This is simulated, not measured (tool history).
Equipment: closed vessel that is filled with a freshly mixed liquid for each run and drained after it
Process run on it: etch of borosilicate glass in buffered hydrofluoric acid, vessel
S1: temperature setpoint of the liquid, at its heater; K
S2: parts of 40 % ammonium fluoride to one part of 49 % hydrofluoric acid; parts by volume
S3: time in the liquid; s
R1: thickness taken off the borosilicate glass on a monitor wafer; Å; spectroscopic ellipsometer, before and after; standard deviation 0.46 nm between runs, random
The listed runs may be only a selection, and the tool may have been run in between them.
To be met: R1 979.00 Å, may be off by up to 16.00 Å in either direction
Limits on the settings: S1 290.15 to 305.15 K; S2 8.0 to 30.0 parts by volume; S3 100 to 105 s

{"run": 1, "hour": 0.0, "S1": 297.15, "S2": 22.5, "S3": 100, "R1": 596.72}
{"run": 2, "hour": 5.4, "S1": 298.15, "S2": 22.5, "S3": 100, "R1": 626.51}
{"run": 3, "hour": 8.9, "S1": 299.15, "S2": 22.0, "S3": 100, "R1": 677.45}
{"run": 4, "hour": 18.0, "S1": 299.15, "S2": 22.0, "S3": 105, "R1": 717.29}
{"run": 5, "hour": 24.4, "S1": 299.15, "S2": 18.0, "S3": 105, "R1": 847.14}
{"run": 6, "hour": 33.5, "S1": 299.15, "S2": 14.0, "S3": 105, "R1": 1085.5}
{"run": 7, "hour": 40.2, "S1": 298.65, "S2": 14.0, "S3": 105, "R1": 1047.1}
{"run": 8, "hour": 47.8, "S1": 298.65, "S2": 14.0, "S3": 105, "R1": 1051.7}
{"run": 9, "hour": 53.1, "S1": 297.65, "S2": 14.0, "S3": 105, "R1": 995.18}

Which of these 5 next moves meets every target?
{"run": "A", "hour": 58.4, "S1": 298.15, "S2": 14.0, "S3": 105, "R1": "?"}
{"run": "B", "hour": 58.4, "S1": 299.15, "S2": 15.5, "S3": 105, "R1": "?"}
{"run": "C", "hour": 58.4, "S1": 295.15, "S2": 13.0, "S3": 105, "R1": "?"}
{"run": "D", "hour": 58.4, "S1": 299.65, "S2": 16.5, "S3": 105, "R1": "?"}
{"run": "E", "hour": 58.4, "S1": 299.65, "S2": 15.0, "S3": 105, "R1": "?"}

move=A R1=1026.10
move=B R1=978.56
move=C R1=939.67
move=D R1=944.57
move=E R1=1037.90
A: its largest miss is bigger than the last run's
B: in spec on every target
C: takes the result that was furthest off past its target
D: takes the result that was furthest off past its target
E: its largest miss is bigger than the last run's
The right move is B.
